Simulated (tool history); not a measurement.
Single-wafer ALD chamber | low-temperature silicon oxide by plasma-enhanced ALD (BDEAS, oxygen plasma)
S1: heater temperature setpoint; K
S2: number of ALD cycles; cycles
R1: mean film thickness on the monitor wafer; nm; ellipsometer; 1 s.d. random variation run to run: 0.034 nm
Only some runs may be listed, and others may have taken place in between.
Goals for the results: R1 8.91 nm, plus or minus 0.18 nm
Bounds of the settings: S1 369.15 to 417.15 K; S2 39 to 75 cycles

run	day	S1	S2	R1
1	0	393.15	57	7.2569
2	0.088	393.15	50	6.3354
3	0.312	388.15	50	6.428
4	0.525	388.15	46	5.8931
5	0.783	386.15	53	6.8347
6	1.142	386.15	45	5.8148
7	1.429	384.15	52	6.7764
8	1.608	381.15	56	7.2958
9	1.854	380.15	59	7.6778
10	2.138	379.15	62	8.0308
11	2.471	379.15	64	8.3785
12	2.729	379.15	65	8.4199
13	2.971	379.15	65	8.4335
14	3.029	379.15	66	8.5791

Which single option among these 5 for the next run brings every result within its allowed miss of target? Just one does.
A	3.088	374.15	64	?
B	3.088	389.15	70	?
C	3.088	379.15	63	?
D	3.088	376.15	72	?
E	3.088	383.15	73	?

move	R1
A	8.3518
B	8.9158
C	8.1556
D	9.3657
E	9.3892
A: the biggest miss grows against the last run
B: every result within its allowed miss
C: the biggest miss grows against the last run
D: pushes the last run's worst result past its target
E: pushes the last run's worst result past its target
So the answer is move B, the one that meets all the targets.

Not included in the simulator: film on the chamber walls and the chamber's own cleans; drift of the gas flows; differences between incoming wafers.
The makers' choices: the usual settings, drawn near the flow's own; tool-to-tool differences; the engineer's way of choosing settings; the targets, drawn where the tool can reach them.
